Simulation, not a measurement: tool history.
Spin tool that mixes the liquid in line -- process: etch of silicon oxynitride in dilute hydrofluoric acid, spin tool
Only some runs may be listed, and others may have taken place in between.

run	hour	temperature setpoint of the liquid (C)	parts of water to one part of 49 % hydrofluoric acid (parts by volume)	time under the liquid (s)	thickness taken off the silicon oxynitride on a monitor wafer (nm)
1	0.0	24.0	135	85	0.87331
2	5.4	26.5	135	85	0.99466
3	13.9	27.5	120	85	1.14470
4	16.3	27.5	150	85	0.92906
5	17.9	28.5	130	85	1.11630
6	25.3	28.5	130	85	1.11110
7	27.8	32.0	75	85	2.45180

Run 8 comes next. What will it give?
8	29.1	32.0	75	85	?

Run 8 gave thickness taken off the silicon oxynitride on a monitor wafer (nm) 2.40160.
